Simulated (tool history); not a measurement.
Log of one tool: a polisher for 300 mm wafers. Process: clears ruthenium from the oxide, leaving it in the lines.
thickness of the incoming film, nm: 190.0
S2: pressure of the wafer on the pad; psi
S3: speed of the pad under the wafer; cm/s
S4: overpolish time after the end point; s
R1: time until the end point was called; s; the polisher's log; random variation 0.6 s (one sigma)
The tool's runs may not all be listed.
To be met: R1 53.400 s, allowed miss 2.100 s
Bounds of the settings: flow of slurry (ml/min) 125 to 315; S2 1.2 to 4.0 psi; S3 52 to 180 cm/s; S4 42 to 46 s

Run 1, hour 0.0: flow of slurry (ml/min) 205, S2 2.6 psi, S3 116 cm/s, S4 42 s. Result: R1 98.946 s.
Run 2, hour 2.9: flow of slurry (ml/min) 205, S2 2.6 psi, S3 106 cm/s, S4 42 s. Result: R1 108.870 s.
Run 3, hour 10.9: flow of slurry (ml/min) 205, S2 2.6 psi, S3 106 cm/s, S4 46 s. Result: R1 110.720 s.
Run 4, hour 18.8: flow of slurry (ml/min) 205, S2 2.8 psi, S3 108 cm/s, S4 46 s. Result: R1 100.490 s.
Run 5, hour 22.5: flow of slurry (ml/min) 250, S2 2.8 psi, S3 108 cm/s, S4 46 s. Result: R1 98.105 s.
Run 6, hour 24.6: flow of slurry (ml/min) 285, S2 2.8 psi, S3 108 cm/s, S4 46 s. Result: R1 98.528 s.
Run 7, hour 27.7: flow of slurry (ml/min) 285, S2 2.8 psi, S3 108 cm/s, S4 46 s. Result: R1 97.915 s.
Run 8, hour 28.5: flow of slurry (ml/min) 285, S2 3.0 psi, S3 110 cm/s, S4 46 s. Result: R1 89.473 s.
Run 9, hour 33.4: flow of slurry (ml/min) 285, S2 3.0 psi, S3 110 cm/s, S4 46 s. Result: R1 88.497 s.
Run 10, hour 36.1: flow of slurry (ml/min) 285, S2 3.1 psi, S3 112 cm/s, S4 46 s. Result: R1 86.337 s.
Run 11, hour 37.3: flow of slurry (ml/min) 285, S2 3.2 psi, S3 116 cm/s, S4 46 s. Result: R1 82.131 s.

Which of these 4 next moves meets every target?
Run A, hour 38.5: flow of slurry (ml/min) 290, S2 4.0 psi, S3 154 cm/s, S4 42 s. Result: R1 ?.
Run B, hour 38.5: flow of slurry (ml/min) 310, S2 4.0 psi, S3 174 cm/s, S4 42 s. Result: R1 ?.
Run C, hour 38.5: flow of slurry (ml/min) 315, S2 4.0 psi, S3 142 cm/s, S4 46 s. Result: R1 ?.
Run D, hour 38.5: flow of slurry (ml/min) 210, S2 2.2 psi, S3 84 cm/s, S4 46 s. Result: R1 ?.

move       R1
   A   49.802
   B   43.957
   C   53.551
   D  159.890
A: takes the result that was furthest off past its target
B: takes the result that was furthest off past its target
C: meets every target
D: further off than the last run
The right move is C.
